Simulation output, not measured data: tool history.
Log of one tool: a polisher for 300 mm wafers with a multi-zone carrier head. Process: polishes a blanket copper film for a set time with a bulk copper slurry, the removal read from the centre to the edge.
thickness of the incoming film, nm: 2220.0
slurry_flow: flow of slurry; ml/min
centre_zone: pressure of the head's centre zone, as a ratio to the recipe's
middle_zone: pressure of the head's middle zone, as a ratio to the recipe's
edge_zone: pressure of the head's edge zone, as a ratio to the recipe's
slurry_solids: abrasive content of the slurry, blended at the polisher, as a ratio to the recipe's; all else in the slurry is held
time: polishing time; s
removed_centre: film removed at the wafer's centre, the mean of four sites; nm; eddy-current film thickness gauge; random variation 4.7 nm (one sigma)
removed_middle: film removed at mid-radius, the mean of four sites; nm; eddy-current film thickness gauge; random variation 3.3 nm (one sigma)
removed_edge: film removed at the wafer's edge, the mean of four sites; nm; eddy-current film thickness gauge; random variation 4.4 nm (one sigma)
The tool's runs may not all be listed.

run  hour  slurry_flow  centre_zone  middle_zone  edge_zone  slurry_solids  time  removed_centre  removed_middle  removed_edge
  1   0.0          210         1.00         1.00       1.00           1.00    32          380.39          381.95        377.00
  2   1.9          210         1.00         1.00       1.05           1.00    32          381.27          386.98        370.89
  3   9.4          225         1.04         0.99       1.05           1.10    33          422.72          400.68        399.21
  4  16.1          225         1.04         1.03       1.05           1.10    33          417.08          414.84        397.25
  5  20.9          225         1.04         1.00       1.05           1.10    33          420.24          411.07        398.92
  6  24.9          245         1.07         0.98       1.02           1.10    34          452.59          416.15        406.76
  7  28.2          255         1.09         0.97       1.02           1.20    35          484.57          435.15        425.69
  8  30.0          265         1.11         0.96       1.02           1.25    36          509.37          444.16        454.12

Run 9 comes next. What will it give?
  9  38.5          265         1.11         0.96       1.02           1.25    36               ?               ?             ?

{"run 9": {"removed_centre": 512.1, "removed_middle": 443.54, "removed_edge": 443.81}}
